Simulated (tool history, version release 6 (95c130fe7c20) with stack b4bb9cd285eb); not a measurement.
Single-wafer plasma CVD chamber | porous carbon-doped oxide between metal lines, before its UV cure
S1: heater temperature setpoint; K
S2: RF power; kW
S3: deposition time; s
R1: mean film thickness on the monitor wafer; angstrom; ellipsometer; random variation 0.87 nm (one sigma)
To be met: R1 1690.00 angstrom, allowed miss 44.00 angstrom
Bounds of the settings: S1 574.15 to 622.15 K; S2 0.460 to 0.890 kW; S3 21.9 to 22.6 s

Run 1, hour 0.0: S1 598.15 K, S2 0.675 kW, S3 21.9 s. Result: R1 1256.50 angstrom.
Run 2, hour 7.0: S1 604.15 K, S2 0.675 kW, S3 21.9 s. Result: R1 1214.10 angstrom.
Run 3, hour 13.5: S1 604.15 K, S2 0.600 kW, S3 21.9 s. Result: R1 1109.20 angstrom.
Run 4, hour 16.8: S1 604.15 K, S2 0.570 kW, S3 21.9 s. Result: R1 1059.40 angstrom.
Run 5, hour 20.5: S1 604.15 K, S2 0.530 kW, S3 21.9 s. Result: R1 993.16 angstrom.
Run 6, hour 22.9: S1 602.15 K, S2 0.565 kW, S3 22.0 s. Result: R1 1066.70 angstrom.
Run 7, hour 25.7: S1 600.15 K, S2 0.595 kW, S3 22.1 s. Result: R1 1136.50 angstrom.
Run 8, hour 27.8: S1 598.15 K, S2 0.615 kW, S3 22.1 s. Result: R1 1178.80 angstrom.
Run 9, hour 31.6: S1 596.15 K, S2 0.635 kW, S3 22.1 s. Result: R1 1224.20 angstrom.
Run 10, hour 34.2: S1 594.15 K, S2 0.655 kW, S3 22.1 s. Result: R1 1259.10 angstrom.
Run 11, hour 38.0: S1 593.15 K, S2 0.675 kW, S3 22.1 s. Result: R1 1301.70 angstrom.
Run 12, hour 40.7: S1 592.15 K, S2 0.690 kW, S3 22.1 s. Result: R1 1318.20 angstrom.
Run 13, hour 48.5: S1 591.15 K, S2 0.705 kW, S3 22.1 s. Result: R1 1367.30 angstrom.
Run 14, hour 53.2: S1 590.15 K, S2 0.715 kW, S3 22.1 s. Result: R1 1382.90 angstrom.
Run 15, hour 56.4: S1 589.15 K, S2 0.730 kW, S3 22.1 s. Result: R1 1422.20 angstrom.
Run 16, hour 63.0: S1 588.15 K, S2 0.740 kW, S3 22.1 s. Result: R1 1452.00 angstrom.
Run 17, hour 71.6: S1 587.15 K, S2 0.750 kW, S3 22.1 s. Result: R1 1459.90 angstrom.
At hour 77.3: thermocouple changed; heater temperature recalibrated.
Run 18, hour 77.3: S1 586.15 K, S2 0.760 kW, S3 22.1 s. Result: R1 1528.20 angstrom.
Run 19, hour 79.0: S1 585.15 K, S2 0.765 kW, S3 22.1 s. Result: R1 1545.50 angstrom.
Run 20, hour 83.3: S1 584.15 K, S2 0.770 kW, S3 22.1 s. Result: R1 1583.20 angstrom.
Run 21, hour 85.4: S1 584.15 K, S2 0.770 kW, S3 22.1 s. Result: R1 1572.80 angstrom.
Run 22, hour 89.2: S1 584.15 K, S2 0.770 kW, S3 22.1 s. Result: R1 1573.70 angstrom.

Which of these 4 next moves meets every target?
Run A, hour 93.0: S1 592.15 K, S2 0.740 kW, S3 21.9 s. Result: R1 ?.
Run B, hour 93.0: S1 581.15 K, S2 0.795 kW, S3 22.6 s. Result: R1 ?.
Run C, hour 93.0: S1 585.15 K, S2 0.730 kW, S3 21.9 s. Result: R1 ?.
Run D, hour 93.0: S1 581.15 K, S2 0.715 kW, S3 21.9 s. Result: R1 ?.

move       R1
   A  1454.30
   B  1692.90
   C  1500.10
   D  1513.20
A: further off than the last run
B: meets every target
C: further off than the last run
D: further off than the last run
The right move is B.
